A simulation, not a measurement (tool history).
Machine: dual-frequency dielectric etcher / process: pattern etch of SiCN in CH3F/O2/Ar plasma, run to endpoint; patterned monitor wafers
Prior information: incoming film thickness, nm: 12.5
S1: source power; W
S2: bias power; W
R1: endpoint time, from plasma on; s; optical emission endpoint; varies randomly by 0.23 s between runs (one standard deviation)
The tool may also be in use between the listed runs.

run,hour,S1,S2,R1
1,0.0,450,81,30.036
2,2.0,500,81,28.153
3,2.8,580,81,25.916
4,9.5,510,81,27.972
5,11.2,510,95,26.271
6,11.9,510,108,25.530
7,16.4,480,105,26.618

Predict the results of run 8:
8,23.4,450,103,?

R1: 27.710 s
